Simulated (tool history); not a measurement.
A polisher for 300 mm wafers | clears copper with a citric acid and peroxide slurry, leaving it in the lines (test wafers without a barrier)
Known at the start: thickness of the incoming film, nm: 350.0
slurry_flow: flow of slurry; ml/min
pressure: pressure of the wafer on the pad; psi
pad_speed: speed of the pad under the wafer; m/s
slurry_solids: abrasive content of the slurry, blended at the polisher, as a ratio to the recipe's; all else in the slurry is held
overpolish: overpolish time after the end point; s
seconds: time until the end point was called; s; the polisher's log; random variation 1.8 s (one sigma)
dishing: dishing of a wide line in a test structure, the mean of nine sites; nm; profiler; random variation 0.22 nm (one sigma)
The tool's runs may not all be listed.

run	day	slurry_flow	pressure	pad_speed	slurry_solids	overpolish	seconds	dishing
1	0	220	2.9	1.2	1	14	124.4	23.077
2	0.238	165	2.9	1.2	1	14	133.59	22.441
3	0.504	160	2.7	1.2	1	14	140.42	21.839
4	0.75	160	3	1.2	1	14	125.62	23.391
5	0.8	130	3	1.2	1	14	128.38	23.285
6	0.967	130	2.7	1.2	1	14	145.07	21.242
7	1.329	130	2.5	1.2	1	14	151.81	19.739
8	1.608	130	2.4	1.2	1	15	161.63	20.43
9	1.858	130	2.3	1.2	1	15	167.22	20.238

Run 10 comes next. What will it give?
10	1.917	130	2.3	1.2	1	15	?	?

Run 10 gave seconds 167.07 s, dishing 19.553 nm.

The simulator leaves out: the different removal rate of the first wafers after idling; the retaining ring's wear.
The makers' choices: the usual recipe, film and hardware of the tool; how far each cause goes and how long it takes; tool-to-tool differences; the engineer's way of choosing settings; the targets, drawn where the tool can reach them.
